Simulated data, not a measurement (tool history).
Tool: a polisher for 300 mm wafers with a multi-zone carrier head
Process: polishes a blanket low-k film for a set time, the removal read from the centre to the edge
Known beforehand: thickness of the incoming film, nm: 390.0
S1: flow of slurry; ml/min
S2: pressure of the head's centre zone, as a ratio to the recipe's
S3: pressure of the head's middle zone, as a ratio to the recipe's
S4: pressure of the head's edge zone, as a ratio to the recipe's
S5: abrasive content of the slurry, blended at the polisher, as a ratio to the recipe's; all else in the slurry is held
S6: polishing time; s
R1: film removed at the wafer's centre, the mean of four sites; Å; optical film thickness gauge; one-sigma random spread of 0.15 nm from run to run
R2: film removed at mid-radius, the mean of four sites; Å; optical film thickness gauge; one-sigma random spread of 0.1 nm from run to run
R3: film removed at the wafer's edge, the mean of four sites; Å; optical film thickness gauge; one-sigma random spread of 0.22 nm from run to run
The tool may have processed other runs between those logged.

Run 1, hour 0.0: S1 270 ml/min, S2 1.00, S3 1.00, S4 1.00, S5 1.00, S6 45 s. Result: R1 191.37 Å, R2 193.66 Å, R3 197.95 Å.
Run 2, hour 1.6: S1 270 ml/min, S2 1.07, S3 1.00, S4 1.00, S5 1.00, S6 45 s. Result: R1 204.03 Å, R2 194.37 Å, R3 196.22 Å.
Run 3, hour 2.2: S1 270 ml/min, S2 1.07, S3 1.00, S4 1.06, S5 1.00, S6 45 s. Result: R1 206.78 Å, R2 192.14 Å, R3 204.07 Å.
Run 4, hour 5.0: S1 270 ml/min, S2 1.07, S3 1.08, S4 1.06, S5 1.00, S6 45 s. Result: R1 207.20 Å, R2 208.03 Å, R3 202.98 Å.
Run 5, hour 7.6: S1 265 ml/min, S2 1.02, S3 1.03, S4 1.04, S5 0.95, S6 45 s. Result: R1 190.01 Å, R2 194.75 Å, R3 194.51 Å.
Run 6, hour 11.0: S1 255 ml/min, S2 0.99, S3 0.99, S4 1.03, S5 0.90, S6 45 s. Result: R1 180.58 Å, R2 181.40 Å, R3 190.50 Å.
Run 7, hour 19.6: S1 250 ml/min, S2 0.96, S3 0.96, S4 1.01, S5 0.85, S6 45 s. Result: R1 170.35 Å, R2 174.68 Å, R3 184.06 Å.
Run 8, hour 21.3: S1 245 ml/min, S2 0.94, S3 0.93, S4 1.00, S5 0.80, S6 45 s. Result: R1 163.14 Å, R2 164.06 Å, R3 172.51 Å.
Run 9, hour 22.7: S1 240 ml/min, S2 0.91, S3 0.91, S4 1.01, S5 0.80, S6 45 s. Result: R1 154.94 Å, R2 159.89 Å, R3 179.98 Å.

What will run 10 give?
Run 10, hour 26.8: S1 235 ml/min, S2 0.90, S3 0.90, S4 1.00, S5 0.80, S6 45 s. Result: R1 ?, R2 ?, R3 ?.

R1: 153.29 Å
R2: 159.02 Å
R3: 175.98 Å

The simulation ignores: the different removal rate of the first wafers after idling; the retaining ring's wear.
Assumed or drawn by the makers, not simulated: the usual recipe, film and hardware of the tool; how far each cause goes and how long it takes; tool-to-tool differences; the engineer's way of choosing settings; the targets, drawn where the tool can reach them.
